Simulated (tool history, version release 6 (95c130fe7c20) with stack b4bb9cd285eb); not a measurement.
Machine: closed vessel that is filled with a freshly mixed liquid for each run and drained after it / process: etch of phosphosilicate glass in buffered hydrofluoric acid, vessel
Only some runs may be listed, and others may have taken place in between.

| run | hour | temperature setpoint of the liquid (K) | parts of 40 % ammonium fluoride to one part of 49 % hydrofluoric acid (parts by volume) | time in the liquid (s) | thickness taken off the phosphosilicate glass on a monitor wafer (angstrom) |
|---|---|---|---|---|---|
| 1 | 0.0 | 297.15 | 15.0 | 85 | 2970.4 |
| 2 | 7.5 | 297.15 | 11.0 | 85 | 4054.3 |
| 3 | 15.8 | 297.15 | 11.0 | 90 | 4299.0 |
| 4 | 19.2 | 299.65 | 11.0 | 90 | 4871.2 |
| 5 | 27.2 | 299.65 | 13.0 | 90 | 4220.7 |
| 6 | 28.1 | 299.65 | 13.0 | 85 | 3942.7 |
| 7 | 30.0 | 300.15 | 13.0 | 85 | 4077.3 |

Predict the results of run 8:
| 8 | 35.2 | 300.65 | 13.0 | 85 | ? |

{"run 8": {"thickness taken off the phosphosilicate glass on a monitor wafer (angstrom)": 4159.2}}
